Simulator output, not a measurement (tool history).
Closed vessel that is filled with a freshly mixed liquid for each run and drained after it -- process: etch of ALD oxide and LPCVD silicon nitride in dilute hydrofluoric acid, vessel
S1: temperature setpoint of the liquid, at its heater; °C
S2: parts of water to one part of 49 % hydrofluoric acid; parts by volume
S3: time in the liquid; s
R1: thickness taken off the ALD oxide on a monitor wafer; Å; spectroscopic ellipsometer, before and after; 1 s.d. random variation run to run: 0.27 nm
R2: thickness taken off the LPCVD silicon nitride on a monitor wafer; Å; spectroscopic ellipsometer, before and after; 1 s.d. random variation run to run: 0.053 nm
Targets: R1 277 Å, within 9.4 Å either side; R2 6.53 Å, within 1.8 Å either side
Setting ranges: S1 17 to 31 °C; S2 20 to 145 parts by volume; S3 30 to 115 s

| run | hour | S1 | S2 | S3 | R1 | R2 |
|---|---|---|---|---|---|---|
| 1 | 0 | 23 | 80 | 60 | 161.01 | 3.2593 |
| 2 | 7.2 | 24 | 75 | 60 | 178.86 | 3.8158 |
| 3 | 9.2 | 24 | 75 | 35 | 104.69 | 2.0354 |
| 4 | 16.2 | 25 | 65 | 35 | 127.6 | 2.4938 |
| 5 | 23.6 | 25 | 55 | 35 | 151.95 | 3.0849 |
| 6 | 32.6 | 25 | 55 | 30 | 129.1 | 2.4481 |
| 7 | 34.5 | 26 | 50 | 30 | 152.05 | 2.8943 |
| 8 | 36.8 | 27 | 45 | 30 | 174.76 | 3.2296 |
| 9 | 46 | 31 | 25 | 30 | 379.24 | 8.1661 |
| 10 | 52.5 | 31 | 25 | 30 | 380.58 | 8.1915 |
| 11 | 58.5 | 30.5 | 25 | 30 | 380.48 | 8.9888 |
| 12 | 61.1 | 30 | 25 | 30 | 368.39 | 8.2348 |
| 13 | 66 | 26 | 40 | 30 | 191.05 | 4.0509 |
| 14 | 69.1 | 26.5 | 40 | 30 | 195.39 | 4.0952 |
| 15 | 78.2 | 27 | 40 | 30 | 202.07 | 4.7846 |
| 16 | 85.2 | 27.5 | 40 | 30 | 201.77 | 4.0874 |
| 17 | 93.5 | 27.5 | 20 | 35 | 485.21 | 9.4887 |

Next run, 4 choices. One meets every target within its allowed miss, the rest don't. Which?
| A | 101.8 | 29.5 | 35 | 35 | ? | ? |
| B | 101.8 | 29.5 | 40 | 40 | ? | ? |
| C | 101.8 | 31 | 40 | 35 | ? | ? |
| D | 101.8 | 31 | 60 | 50 | ? | ? |

| move | R1 | R2 |
|---|---|---|
| A | 297.57 | 6.4858 |
| B | 295.28 | 6.5029 |
| C | 274.16 | 6.2705 |
| D | 253.01 | 5.9949 |
A: closer than the last run, but not yet in spec
B: closer than the last run, but not yet in spec
C: all results land within tolerance of their targets
D: takes the result that was furthest off past its target
Go with C: it meets all targets.
